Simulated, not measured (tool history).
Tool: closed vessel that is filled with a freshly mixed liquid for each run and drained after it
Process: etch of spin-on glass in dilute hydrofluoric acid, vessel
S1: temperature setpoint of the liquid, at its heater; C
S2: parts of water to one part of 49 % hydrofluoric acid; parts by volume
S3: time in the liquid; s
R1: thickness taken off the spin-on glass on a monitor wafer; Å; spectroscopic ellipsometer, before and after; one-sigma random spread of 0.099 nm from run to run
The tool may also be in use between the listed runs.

run,hour,S1,S2,S3,R1
1,0.0,26.0,205,35,92.087
2,6.0,26.0,250,35,71.933
3,10.1,26.0,250,35,72.078
4,16.8,27.5,245,35,76.627
5,23.9,27.5,245,35,77.280
6,26.7,25.5,245,35,71.614
7,30.8,27.0,240,35,77.824
8,32.0,28.0,235,35,82.563

The next listed run, before its measurement:
9,39.7,29.0,230,35,?

{"run 9": {"R1": 88.199}}

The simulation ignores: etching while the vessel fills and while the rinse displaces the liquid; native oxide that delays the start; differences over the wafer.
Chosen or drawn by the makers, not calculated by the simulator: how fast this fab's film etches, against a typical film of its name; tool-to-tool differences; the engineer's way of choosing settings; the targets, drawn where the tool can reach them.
